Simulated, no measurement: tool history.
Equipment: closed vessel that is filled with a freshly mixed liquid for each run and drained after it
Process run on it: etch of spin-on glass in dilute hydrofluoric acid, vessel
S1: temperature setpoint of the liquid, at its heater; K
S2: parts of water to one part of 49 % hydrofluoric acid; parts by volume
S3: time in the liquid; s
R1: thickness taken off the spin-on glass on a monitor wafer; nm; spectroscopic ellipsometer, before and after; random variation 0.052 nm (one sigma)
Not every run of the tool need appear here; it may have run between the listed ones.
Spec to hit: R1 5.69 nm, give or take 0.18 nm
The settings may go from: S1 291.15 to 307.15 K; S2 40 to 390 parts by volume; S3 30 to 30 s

run,hour,S1,S2,S3,R1
1,0,299.15,215,30,7.7321
2,1.2,299.15,155,30,11.459
3,3.9,297.65,170,30,9.5883
4,9.7,296.15,180,30,8.5063
5,12.1,295.15,185,30,7.9757
6,12.6,294.15,190,30,7.4316
7,19.1,293.65,195,30,7.0106
8,25.3,293.65,195,30,7.0144
9,26.2,293.15,200,30,6.7201
10,31.7,293.15,200,30,6.7668
11,32.2,292.65,205,30,6.421
12,40.6,292.15,210,30,6.0878
13,42.8,292.15,210,30,6.1064

Which of these 4 next moves meets every target?
A,45,291.15,195,30,?
B,45,295.65,245,30,?
C,45,291.65,190,30,?
D,45,294.15,220,30,?

move,R1
A,6.3789
B,5.7413
C,6.7093
D,6.1983
A: its largest miss is bigger than the last run's
B: all results in spec
C: its largest miss is bigger than the last run's
D: its largest miss is bigger than the last run's
Move B is the one to make.
